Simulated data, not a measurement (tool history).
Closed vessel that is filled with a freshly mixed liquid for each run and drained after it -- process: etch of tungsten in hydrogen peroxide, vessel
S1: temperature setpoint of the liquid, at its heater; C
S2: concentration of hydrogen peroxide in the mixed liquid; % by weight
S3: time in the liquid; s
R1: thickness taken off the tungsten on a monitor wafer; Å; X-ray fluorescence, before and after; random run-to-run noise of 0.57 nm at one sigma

{"run": 1, "hour": 0.0, "S1": 52, "S2": 20, "S3": 30, "R1": 612.28}
{"run": 2, "hour": 3.0, "S1": 47.5, "S2": 20, "S3": 30, "R1": 469.54}
{"run": 3, "hour": 8.1, "S1": 51, "S2": 20, "S3": 30, "R1": 577.7}
{"run": 4, "hour": 15.9, "S1": 46.5, "S2": 20, "S3": 30, "R1": 439.42}
{"run": 5, "hour": 20.3, "S1": 46.5, "S2": 20, "S3": 30, "R1": 432.43}
{"run": 6, "hour": 26.9, "S1": 46.5, "S2": 20, "S3": 30, "R1": 435.51}
{"run": 7, "hour": 30.4, "S1": 46.5, "S2": 20, "S3": 30, "R1": 433.98}
{"run": 8, "hour": 38.7, "S1": 50, "S2": 20, "S3": 30, "R1": 539.65}

Run 9, settings as shown, results not yet in. Your forecast:
{"run": 9, "hour": 43.7, "S1": 52.5, "S2": 20, "S3": 30, "R1": "?"}

{"run 9": {"R1": 625.13}}
